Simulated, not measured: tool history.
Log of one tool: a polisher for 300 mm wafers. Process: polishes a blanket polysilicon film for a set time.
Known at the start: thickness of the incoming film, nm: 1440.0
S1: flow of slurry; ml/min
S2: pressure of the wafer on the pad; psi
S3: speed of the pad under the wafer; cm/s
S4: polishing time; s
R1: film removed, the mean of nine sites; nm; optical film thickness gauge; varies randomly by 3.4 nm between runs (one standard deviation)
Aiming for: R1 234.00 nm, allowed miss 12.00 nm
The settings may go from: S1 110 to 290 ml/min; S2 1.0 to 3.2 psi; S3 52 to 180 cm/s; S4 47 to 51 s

{"run": 1, "hour": 0.0, "S1": 185, "S2": 2.1, "S3": 116, "S4": 51, "R1": 310.46}
{"run": 2, "hour": 5.4, "S1": 185, "S2": 2.0, "S3": 116, "S4": 51, "R1": 298.05}
{"run": 3, "hour": 7.6, "S1": 185, "S2": 2.0, "S3": 116, "S4": 51, "R1": 291.02}
{"run": 4, "hour": 14.7, "S1": 200, "S2": 2.0, "S3": 116, "S4": 51, "R1": 302.19}
{"run": 5, "hour": 21.6, "S1": 195, "S2": 1.9, "S3": 116, "S4": 51, "R1": 291.52}
{"run": 6, "hour": 25.4, "S1": 195, "S2": 1.9, "S3": 116, "S4": 51, "R1": 287.68}
{"run": 7, "hour": 29.0, "S1": 195, "S2": 1.9, "S3": 116, "S4": 51, "R1": 281.59}
{"run": 8, "hour": 35.6, "S1": 190, "S2": 1.7, "S3": 116, "S4": 51, "R1": 256.27}
{"run": 9, "hour": 36.3, "S1": 190, "S2": 1.7, "S3": 116, "S4": 51, "R1": 256.35}

Below are 5 possible settings for the next run. Only one of them brings all results inside the allowed miss of their targets. Which is it?
{"run": "A", "hour": 37.0, "S1": 170, "S2": 1.9, "S3": 128, "S4": 51, "R1": "?"}
{"run": "B", "hour": 37.0, "S1": 215, "S2": 1.6, "S3": 122, "S4": 47, "R1": "?"}
{"run": "C", "hour": 37.0, "S1": 205, "S2": 1.8, "S3": 116, "S4": 47, "R1": "?"}
{"run": "D", "hour": 37.0, "S1": 185, "S2": 1.9, "S3": 116, "S4": 50, "R1": "?"}
{"run": "E", "hour": 37.0, "S1": 180, "S2": 1.9, "S3": 110, "S4": 51, "R1": "?"}

move=A R1=311.91
move=B R1=239.73
move=C R1=254.22
move=D R1=281.20
move=E R1=271.42
A: misses by more than the last run did
B: every result within its allowed miss
C: closes in on the targets versus the last run, not all within tolerance yet
D: misses by more than the last run did
E: misses by more than the last run did
So the answer is move B, the one that meets all the targets.

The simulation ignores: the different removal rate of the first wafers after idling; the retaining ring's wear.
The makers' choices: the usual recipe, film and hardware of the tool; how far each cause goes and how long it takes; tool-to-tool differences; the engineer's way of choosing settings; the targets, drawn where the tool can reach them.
